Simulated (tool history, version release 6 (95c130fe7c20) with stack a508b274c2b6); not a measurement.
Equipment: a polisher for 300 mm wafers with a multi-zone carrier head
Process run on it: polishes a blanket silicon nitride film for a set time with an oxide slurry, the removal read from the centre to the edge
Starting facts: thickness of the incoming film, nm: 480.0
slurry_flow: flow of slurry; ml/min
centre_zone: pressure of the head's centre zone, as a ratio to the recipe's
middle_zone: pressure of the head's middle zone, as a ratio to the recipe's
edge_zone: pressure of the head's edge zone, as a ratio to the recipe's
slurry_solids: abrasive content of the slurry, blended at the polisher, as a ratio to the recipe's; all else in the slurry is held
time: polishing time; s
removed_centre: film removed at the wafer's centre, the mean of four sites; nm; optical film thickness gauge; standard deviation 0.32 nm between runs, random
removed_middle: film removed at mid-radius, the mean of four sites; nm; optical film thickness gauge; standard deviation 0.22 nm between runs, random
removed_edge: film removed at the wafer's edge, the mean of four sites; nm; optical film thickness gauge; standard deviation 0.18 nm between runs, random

| run | hour | slurry_flow | centre_zone | middle_zone | edge_zone | slurry_solids | time | removed_centre | removed_middle | removed_edge |
|---|---|---|---|---|---|---|---|---|---|---|
| 1 | 0.0 | 230 | 1.00 | 1.00 | 1.00 | 1.0 | 75 | 27.813 | 27.756 | 27.007 |
| 2 | 3.9 | 220 | 0.95 | 1.02 | 0.97 | 1.0 | 75 | 26.050 | 27.926 | 26.899 |
| 3 | 11.1 | 220 | 0.95 | 1.02 | 0.93 | 1.0 | 75 | 26.299 | 28.210 | 26.490 |
| 4 | 20.1 | 220 | 0.95 | 0.99 | 0.93 | 1.0 | 75 | 25.789 | 27.678 | 25.904 |
| 5 | 24.9 | 210 | 0.92 | 0.99 | 0.90 | 1.0 | 75 | 24.842 | 27.416 | 25.858 |
| 6 | 32.6 | 210 | 0.90 | 1.01 | 0.88 | 1.0 | 75 | 24.644 | 27.664 | 25.543 |
| 7 | 37.7 | 200 | 0.87 | 1.03 | 0.87 | 1.0 | 75 | 23.431 | 28.027 | 25.253 |

Expected results for the next run?
|  | 38.8 | worn pad replaced by a new one |
| 8 | 38.8 | 195 | 0.86 | 1.03 | 0.86 | 1.0 | 75 | ? | ? | ? |

{"run 8": {"removed_centre": 27.341, "removed_middle": 32.167, "removed_edge": 29.031}}

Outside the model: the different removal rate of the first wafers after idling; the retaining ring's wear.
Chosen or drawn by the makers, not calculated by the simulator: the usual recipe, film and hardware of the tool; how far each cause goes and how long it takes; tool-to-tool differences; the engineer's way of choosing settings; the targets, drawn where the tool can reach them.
